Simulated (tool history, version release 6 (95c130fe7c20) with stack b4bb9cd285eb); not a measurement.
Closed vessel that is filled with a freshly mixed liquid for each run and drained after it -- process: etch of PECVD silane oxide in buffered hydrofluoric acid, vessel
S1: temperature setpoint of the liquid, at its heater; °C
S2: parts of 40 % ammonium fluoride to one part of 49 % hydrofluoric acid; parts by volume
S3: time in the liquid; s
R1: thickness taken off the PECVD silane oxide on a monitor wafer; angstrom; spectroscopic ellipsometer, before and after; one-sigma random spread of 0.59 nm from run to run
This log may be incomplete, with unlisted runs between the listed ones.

run    day    S1    S2   S3      R1
  1  0.000  25.0  14.5  105  1906.7
  2  0.121  25.0  14.5  115  2078.0
  3  0.192  24.0  14.5  115  1974.4
  4  0.417  21.5  14.5  115  1709.9
  5  0.500  21.5  16.5  115  1515.4
  6  0.592  24.0  16.5  115  1741.5

Run 7 has not been measured yet. What should we expect?
  7  0.742  23.5  16.5  115   ?

Run 7 produced R1 1697.4 angstrom.

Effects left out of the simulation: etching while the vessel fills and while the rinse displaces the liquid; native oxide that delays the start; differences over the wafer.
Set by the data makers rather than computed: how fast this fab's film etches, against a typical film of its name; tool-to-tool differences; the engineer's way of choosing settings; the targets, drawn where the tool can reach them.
